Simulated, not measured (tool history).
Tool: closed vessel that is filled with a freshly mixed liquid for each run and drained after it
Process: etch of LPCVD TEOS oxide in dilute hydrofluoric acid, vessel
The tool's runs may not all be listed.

| run | hour | temperature setpoint of the liquid (C) | parts of water to one part of 49 % hydrofluoric acid (parts by volume) | time in the liquid (s) | thickness taken off the LPCVD TEOS oxide on a monitor wafer (Å) |
|---|---|---|---|---|---|
| 1 | 0.0 | 21.0 | 55 | 30 | 125.39 |
| 2 | 2.7 | 22.0 | 50 | 30 | 147.25 |
| 3 | 5.0 | 24.5 | 50 | 30 | 162.18 |
| 4 | 10.0 | 25.0 | 50 | 30 | 166.90 |
| 5 | 11.5 | 25.0 | 60 | 30 | 135.91 |
| 6 | 13.6 | 25.0 | 60 | 30 | 137.10 |
| 7 | 17.2 | 25.5 | 55 | 30 | 152.07 |
| 8 | 21.7 | 26.0 | 50 | 30 | 172.50 |
| 9 | 25.3 | 26.5 | 50 | 30 | 175.53 |
| 10 | 31.6 | 29.0 | 30 | 30 | 332.52 |

Forecast run 11:
| 11 | 36.5 | 28.5 | 30 | 30 | ? |

thickness taken off the LPCVD TEOS oxide on a monitor wafer (Å): 327.30

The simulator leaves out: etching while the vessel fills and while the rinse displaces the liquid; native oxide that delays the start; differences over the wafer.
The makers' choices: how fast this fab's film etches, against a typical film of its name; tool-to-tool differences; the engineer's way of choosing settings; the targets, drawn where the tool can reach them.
